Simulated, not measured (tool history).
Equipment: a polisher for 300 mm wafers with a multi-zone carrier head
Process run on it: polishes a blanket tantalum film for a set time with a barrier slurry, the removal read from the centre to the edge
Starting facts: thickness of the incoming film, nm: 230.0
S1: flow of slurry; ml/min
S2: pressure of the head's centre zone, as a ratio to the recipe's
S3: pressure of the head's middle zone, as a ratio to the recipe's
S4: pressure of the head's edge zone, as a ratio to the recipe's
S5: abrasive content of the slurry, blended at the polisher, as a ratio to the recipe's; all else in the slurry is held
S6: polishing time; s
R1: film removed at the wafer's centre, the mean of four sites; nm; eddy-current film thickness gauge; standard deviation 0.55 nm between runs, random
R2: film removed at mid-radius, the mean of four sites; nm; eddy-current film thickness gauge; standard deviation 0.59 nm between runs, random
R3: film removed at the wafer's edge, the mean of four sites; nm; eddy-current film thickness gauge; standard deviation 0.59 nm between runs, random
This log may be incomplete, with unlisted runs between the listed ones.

run	hour	S1	S2	S3	S4	S5	S6	R1	R2	R3
1	0	255	1	1	1	1	79	75.99	74.268	78.295
2	3.4	255	1	1.08	1	1	79	77.136	78.831	77.509
3	5.9	260	1.02	1.05	0.97	0.85	75	70.91	70.389	70.125
4	14.1	260	1.04	1.03	0.94	0.75	72	66.993	62.89	63.327
5	20.3	255	1.03	1.02	0.9	0.7	72	64.508	62.891	61.408
6	28.5	255	1.03	1.06	0.9	0.7	72	64.067	61.811	59.877
7	29.5	240	1.04	1.03	0.88	0.65	72	63.463	60.172	58.636
8	30.3	230	1.04	1.01	0.87	0.6	72	61.642	57.462	57.226

Run 9 has not been measured yet. What should we expect?
9	31.8	215	1.04	1	0.86	0.6	72	?	?	?

Run 9 gave R1 60.421 nm, R2 56.355 nm, R3 56.013 nm.
